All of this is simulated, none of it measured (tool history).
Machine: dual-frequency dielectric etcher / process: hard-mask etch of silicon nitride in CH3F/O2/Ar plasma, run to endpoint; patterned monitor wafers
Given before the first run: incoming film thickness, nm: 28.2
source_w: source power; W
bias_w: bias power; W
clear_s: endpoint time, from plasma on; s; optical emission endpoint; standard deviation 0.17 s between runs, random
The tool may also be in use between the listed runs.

run 1 hour=0 | source_w=300 bias_w=79 | clear_s=41.069
run 2 hour=4.1 | source_w=270 bias_w=78 | clear_s=42.288
run 3 hour=9.8 | source_w=270 bias_w=68 | clear_s=45.088
run 4 hour=17.6 | source_w=270 bias_w=80 | clear_s=41.943
run 5 hour=26.6 | source_w=270 bias_w=91 | clear_s=39.479
run 6 hour=30.9 | source_w=270 bias_w=84 | clear_s=41.173
run 7 hour=31.7 | source_w=250 bias_w=82 | clear_s=42.292
run 8 hour=32.4 | source_w=230 bias_w=80 | clear_s=43.931
run 9 hour=36.8 | source_w=220 bias_w=79 | clear_s=44.337

Predict the results of run 10:
run 10 hour=45.3 | source_w=210 bias_w=78 | clear_s=?

clear_s: 45.471 s

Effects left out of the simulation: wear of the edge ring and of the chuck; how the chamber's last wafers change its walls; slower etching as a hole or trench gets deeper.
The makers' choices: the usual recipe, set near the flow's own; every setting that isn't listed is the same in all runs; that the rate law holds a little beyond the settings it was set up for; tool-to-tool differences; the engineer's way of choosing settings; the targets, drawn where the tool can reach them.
